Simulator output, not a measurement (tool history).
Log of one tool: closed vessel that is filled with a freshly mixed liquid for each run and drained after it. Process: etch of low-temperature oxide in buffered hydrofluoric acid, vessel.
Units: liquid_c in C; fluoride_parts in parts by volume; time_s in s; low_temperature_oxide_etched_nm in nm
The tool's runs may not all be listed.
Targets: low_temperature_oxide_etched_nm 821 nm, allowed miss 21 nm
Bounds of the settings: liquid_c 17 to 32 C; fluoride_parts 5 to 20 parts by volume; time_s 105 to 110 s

run	hour	liquid_c	fluoride_parts	time_s	low_temperature_oxide_etched_nm
1	0	24	12	105	595.99
2	5.4	24	12	105	594.09
3	9.1	25.5	12	105	643.13
4	13.8	28.5	12	105	761.77
5	14.4	28.5	12	105	759.71
6	19.1	25.5	12	105	641.47
7	25.2	27	12	105	692.6
8	27.3	28	12	105	745.06
9	34.5	28.5	12	105	751.97
10	36.7	29	12	105	775.29
11	40.8	29.5	12	105	798.07

4 next moves are on the table. One of them brings every result within its allowed miss. Which?
A	44.9	31.5	13	110	?
B	44.9	32	14	110	?
C	44.9	31.5	14.5	110	?
D	44.9	30.5	13.5	110	?

move	low_temperature_oxide_etched_nm
A	858.16
B	819.2
C	771.24
D	785.01
A: takes the result that was furthest off past its target
B: meets every target
C: further off than the last run
D: further off than the last run
The right move is B.

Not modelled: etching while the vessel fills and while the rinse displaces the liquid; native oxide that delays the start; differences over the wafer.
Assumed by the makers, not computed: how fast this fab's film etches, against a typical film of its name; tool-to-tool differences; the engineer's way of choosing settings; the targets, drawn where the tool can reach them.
